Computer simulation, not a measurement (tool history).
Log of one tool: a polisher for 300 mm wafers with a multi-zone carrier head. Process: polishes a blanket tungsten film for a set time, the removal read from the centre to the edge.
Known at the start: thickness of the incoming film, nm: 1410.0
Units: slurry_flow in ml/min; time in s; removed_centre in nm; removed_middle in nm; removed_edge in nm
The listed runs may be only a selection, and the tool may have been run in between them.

| run | hour | slurry_flow | centre_zone | middle_zone | edge_zone | slurry_solids | time | removed_centre | removed_middle | removed_edge |
|---|---|---|---|---|---|---|---|---|---|---|
| 1 | 0 | 305 | 1 | 1 | 1 | 1 | 41 | 237.33 | 236.37 | 237.2 |
| 2 | 8.6 | 305 | 1 | 1 | 1 | 1 | 37 | 216.85 | 212.09 | 216.88 |
| 3 | 10.3 | 335 | 1 | 1 | 1 | 1 | 37 | 216.35 | 215.59 | 213.65 |
| 4 | 13.2 | 325 | 1.01 | 1.03 | 1.02 | 1.1 | 39 | 230 | 233.56 | 236.86 |
| 5 | 16 | 380 | 1.01 | 1.03 | 1.02 | 1.1 | 39 | 232.47 | 244.01 | 235.3 |
| 6 | 23.5 | 385 | 1.04 | 1.06 | 1.03 | 1.2 | 41 | 256.8 | 263.53 | 255.61 |
| 7 | 24.6 | 395 | 1.05 | 1.08 | 1.04 | 1.25 | 42 | 266.87 | 277.77 | 262.3 |
| 8 | 25.5 | 395 | 1.06 | 1.1 | 1.06 | 1.3 | 43 | 278.11 | 292.25 | 275.58 |

Forecast run 9:
| 9 | 33.5 | 395 | 1.07 | 1.11 | 1.07 | 1.35 | 44 | ? | ? | ? |

Run 9 measured removed_centre 293.56 nm, removed_middle 306.91 nm, removed_edge 284.31 nm.
